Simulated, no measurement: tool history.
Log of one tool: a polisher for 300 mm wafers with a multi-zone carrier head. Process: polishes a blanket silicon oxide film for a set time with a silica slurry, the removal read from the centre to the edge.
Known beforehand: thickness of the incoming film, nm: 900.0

run	hour	flow of slurry (ml/min)	pressure of the head's centre zone	pressure of the head's middle zone	pressure of the head's edge zone	abrasive content of the slurry	polishing time (s)	film removed at the wafer's centre (angstrom)	film removed at mid-radius (angstrom)	film removed at the wafer's edge (angstrom)
1	0	170	1	1	1	1	56	1051	1081.2	1101.9
2	1.3	160	0.98	0.97	0.96	0.95	56	992.88	1037.2	1061.1
3	8.7	160	0.98	0.89	0.96	0.95	56	997.19	964.27	1056.6
4	11.5	160	0.98	0.86	0.96	0.95	56	973.99	928.41	1041.5
5	20.2	150	0.97	0.86	0.93	0.95	56	961.66	929.89	1028.6
6	22.7	145	0.96	0.86	0.9	0.95	56	938.91	913.25	1015
7	27.7	140	0.96	0.87	0.88	0.95	56	935.33	902.7	997.25
8	30.9	135	0.95	0.88	0.86	0.95	56	908.11	913.36	981.4

Run 9, settings as shown, results not yet in. Your forecast:
9	39.5	130	0.95	0.88	0.85	0.95	56	?	?	?

Logged for run 9: film removed at the wafer's centre (angstrom) 906.92, film removed at mid-radius (angstrom) 909.28, film removed at the wafer's edge (angstrom) 960.64.
